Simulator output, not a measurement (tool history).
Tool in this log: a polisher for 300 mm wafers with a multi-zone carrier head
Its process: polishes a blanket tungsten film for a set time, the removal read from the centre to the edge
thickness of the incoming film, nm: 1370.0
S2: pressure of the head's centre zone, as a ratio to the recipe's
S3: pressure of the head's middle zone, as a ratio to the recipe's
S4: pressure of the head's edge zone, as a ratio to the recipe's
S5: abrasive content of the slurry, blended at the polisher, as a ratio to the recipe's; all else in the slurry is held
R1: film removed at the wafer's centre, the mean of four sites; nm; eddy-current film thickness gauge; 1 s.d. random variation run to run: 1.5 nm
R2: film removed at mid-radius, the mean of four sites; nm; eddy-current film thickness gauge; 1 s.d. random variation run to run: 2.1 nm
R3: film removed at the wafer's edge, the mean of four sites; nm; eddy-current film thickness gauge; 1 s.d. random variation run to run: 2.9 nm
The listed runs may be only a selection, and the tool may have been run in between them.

Run 1, hour 0.0: flow of slurry (ml/min) 195, S2 1.00, S3 1.00, S4 1.00, S5 1.00, polishing time (s) 38. Result: R1 164.40 nm, R2 160.97 nm, R3 162.13 nm.
Run 2, hour 5.0: flow of slurry (ml/min) 195, S2 1.00, S3 1.00, S4 1.00, S5 1.10, polishing time (s) 38. Result: R1 166.94 nm, R2 171.10 nm, R3 172.81 nm.
Run 3, hour 13.7: flow of slurry (ml/min) 215, S2 1.03, S3 1.01, S4 1.03, S5 1.15, polishing time (s) 38. Result: R1 180.02 nm, R2 174.21 nm, R3 175.33 nm.
Run 4, hour 22.0: flow of slurry (ml/min) 225, S2 1.04, S3 1.01, S4 1.05, S5 1.25, polishing time (s) 38. Result: R1 186.08 nm, R2 183.97 nm, R3 178.91 nm.
Run 5, hour 27.5: flow of slurry (ml/min) 225, S2 1.04, S3 0.99, S4 1.07, S5 1.30, polishing time (s) 39. Result: R1 191.95 nm, R2 188.65 nm, R3 187.73 nm.
Run 6, hour 36.0: flow of slurry (ml/min) 225, S2 1.04, S3 0.99, S4 1.07, S5 1.20, polishing time (s) 39. Result: R1 191.77 nm, R2 181.05 nm, R3 181.57 nm.

Estimate the outcome of run 7 from the log above:
Run 7, hour 39.1: flow of slurry (ml/min) 230, S2 1.04, S3 0.98, S4 1.08, S5 1.30, polishing time (s) 39. Result: R1 ?, R2 ?, R3 ?.

R1: 198.68 nm
R2: 184.93 nm
R3: 194.00 nm
